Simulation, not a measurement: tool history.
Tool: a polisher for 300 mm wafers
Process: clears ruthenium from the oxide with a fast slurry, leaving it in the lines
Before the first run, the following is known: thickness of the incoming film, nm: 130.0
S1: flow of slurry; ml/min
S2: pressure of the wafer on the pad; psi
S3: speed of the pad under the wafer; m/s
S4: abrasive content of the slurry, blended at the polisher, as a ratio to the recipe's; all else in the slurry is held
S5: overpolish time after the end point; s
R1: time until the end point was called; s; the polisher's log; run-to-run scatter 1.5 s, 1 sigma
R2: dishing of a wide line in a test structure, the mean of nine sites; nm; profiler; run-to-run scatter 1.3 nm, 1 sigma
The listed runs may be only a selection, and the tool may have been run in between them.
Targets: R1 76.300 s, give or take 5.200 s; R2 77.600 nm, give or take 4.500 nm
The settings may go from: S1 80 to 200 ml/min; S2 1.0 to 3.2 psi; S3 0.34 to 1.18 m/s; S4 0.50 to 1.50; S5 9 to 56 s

Run 1, hour 0.0: S1 130 ml/min, S2 2.1 psi, S3 0.76 m/s, S4 1.00, S5 29 s. Result: R1 68.118 s, R2 52.559 nm.
Run 2, hour 3.5: S1 125 ml/min, S2 2.0 psi, S3 0.76 m/s, S4 1.00, S5 33 s. Result: R1 72.898 s, R2 57.929 nm.
Run 3, hour 7.3: S1 125 ml/min, S2 2.0 psi, S3 0.76 m/s, S4 1.20, S5 33 s. Result: R1 64.729 s, R2 63.024 nm.
Run 4, hour 12.0: S1 120 ml/min, S2 1.9 psi, S3 0.76 m/s, S4 1.20, S5 36 s. Result: R1 68.813 s, R2 65.118 nm.
Run 5, hour 13.0: S1 120 ml/min, S2 1.9 psi, S3 0.58 m/s, S4 1.20, S5 36 s. Result: R1 91.993 s, R2 51.091 nm.
Run 6, hour 20.9: S1 120 ml/min, S2 2.0 psi, S3 0.58 m/s, S4 1.20, S5 38 s. Result: R1 83.357 s, R2 54.497 nm.
Run 7, hour 21.8: S1 120 ml/min, S2 2.0 psi, S3 0.60 m/s, S4 1.20, S5 41 s. Result: R1 83.201 s, R2 61.928 nm.
Run 8, hour 30.6: S1 120 ml/min, S2 2.0 psi, S3 0.60 m/s, S4 1.20, S5 41 s. Result: R1 81.328 s, R2 61.206 nm.
Run 9, hour 38.8: S1 120 ml/min, S2 2.0 psi, S3 0.62 m/s, S4 1.20, S5 43 s. Result: R1 79.873 s, R2 67.432 nm.
Run 10, hour 43.8: S1 120 ml/min, S2 2.0 psi, S3 0.62 m/s, S4 1.20, S5 44 s. Result: R1 77.287 s, R2 66.232 nm.
Run 11, hour 50.4: S1 115 ml/min, S2 2.0 psi, S3 0.62 m/s, S4 1.20, S5 46 s. Result: R1 81.301 s, R2 68.438 nm.
Run 12, hour 54.9: S1 120 ml/min, S2 2.0 psi, S3 0.62 m/s, S4 1.20, S5 47 s. Result: R1 79.759 s, R2 71.940 nm.
Run 13, hour 55.7: S1 125 ml/min, S2 2.0 psi, S3 0.62 m/s, S4 1.20, S5 48 s. Result: R1 78.240 s, R2 75.212 nm.

Of the 4 settings listed for the next run, only one would bring every result within its allowed miss of target. Which one?
Run A, hour 56.5: S1 125 ml/min, S2 2.1 psi, S3 0.56 m/s, S4 1.25, S5 45 s. Result: R1 ?, R2 ?.
Run B, hour 56.5: S1 170 ml/min, S2 2.1 psi, S3 0.56 m/s, S4 1.30, S5 50 s. Result: R1 ?, R2 ?.
Run C, hour 56.5: S1 120 ml/min, S2 2.3 psi, S3 0.60 m/s, S4 1.15, S5 40 s. Result: R1 ?, R2 ?.
Run D, hour 56.5: S1 130 ml/min, S2 1.8 psi, S3 0.62 m/s, S4 1.20, S5 49 s. Result: R1 ?, R2 ?.

move      R1      R2
   A  83.160  68.997
   B  77.360  79.876
   C  74.644  68.434
   D  88.448  70.367
A: misses by more than the last run did
B: each result inside its tolerance
C: misses by more than the last run did
D: misses by more than the last run did
B is the move that brings every result within its allowed miss.

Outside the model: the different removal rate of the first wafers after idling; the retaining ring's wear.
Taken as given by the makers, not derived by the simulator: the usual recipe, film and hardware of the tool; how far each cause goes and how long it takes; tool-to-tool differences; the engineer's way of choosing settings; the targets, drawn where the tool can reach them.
